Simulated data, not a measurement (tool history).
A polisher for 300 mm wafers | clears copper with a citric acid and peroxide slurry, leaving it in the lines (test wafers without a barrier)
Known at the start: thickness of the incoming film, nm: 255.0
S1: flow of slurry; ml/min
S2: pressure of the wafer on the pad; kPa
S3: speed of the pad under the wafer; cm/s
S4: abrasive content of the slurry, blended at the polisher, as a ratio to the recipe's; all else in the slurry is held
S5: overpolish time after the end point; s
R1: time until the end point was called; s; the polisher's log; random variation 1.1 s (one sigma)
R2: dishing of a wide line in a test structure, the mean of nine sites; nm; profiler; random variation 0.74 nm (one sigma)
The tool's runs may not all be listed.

Run 1, hour 0: S1 145 ml/min, S2 23.4 kPa, S3 98 cm/s, S4 1, S5 29 s. Result: R1 97.33 s, R2 43.996 nm.
Run 2, hour 6.2: S1 145 ml/min, S2 23.4 kPa, S3 98 cm/s, S4 1.1, S5 29 s. Result: R1 95.505 s, R2 46.591 nm.
Run 3, hour 14.1: S1 145 ml/min, S2 23.4 kPa, S3 98 cm/s, S4 1.25, S5 29 s. Result: R1 91.823 s, R2 46.331 nm.
Run 4, hour 18.3: S1 145 ml/min, S2 23.4 kPa, S3 98 cm/s, S4 1.25, S5 18 s. Result: R1 90.956 s, R2 30.969 nm.
Run 5, hour 25.6: S1 130 ml/min, S2 24.8 kPa, S3 98 cm/s, S4 1.2, S5 22 s. Result: R1 89.665 s, R2 37.943 nm.
Run 6, hour 28.7: S1 130 ml/min, S2 24.8 kPa, S3 106 cm/s, S4 1.2, S5 22 s. Result: R1 82.499 s, R2 41.053 nm.
Run 7, hour 30.3: S1 120 ml/min, S2 24.8 kPa, S3 106 cm/s, S4 1.15, S5 25 s. Result: R1 85.788 s, R2 43.092 nm.
Run 8, hour 31.5: S1 120 ml/min, S2 24.8 kPa, S3 106 cm/s, S4 1.15, S5 28 s. Result: R1 85.322 s, R2 48.939 nm.
Run 9, hour 33.9: S1 115 ml/min, S2 24.8 kPa, S3 106 cm/s, S4 1.15, S5 30 s. Result: R1 87.528 s, R2 50.08 nm.
Run 10, hour 40.4: S1 120 ml/min, S2 24.8 kPa, S3 106 cm/s, S4 1.15, S5 32 s. Result: R1 85.886 s, R2 52.986 nm.

Run 11 comes next. What will it give?
Run 11, hour 46.4: S1 120 ml/min, S2 24.8 kPa, S3 106 cm/s, S4 1.1, S5 34 s. Result: R1 ?, R2 ?.

{"run 11": {"R1": 84.987, "R2": 56.358}}

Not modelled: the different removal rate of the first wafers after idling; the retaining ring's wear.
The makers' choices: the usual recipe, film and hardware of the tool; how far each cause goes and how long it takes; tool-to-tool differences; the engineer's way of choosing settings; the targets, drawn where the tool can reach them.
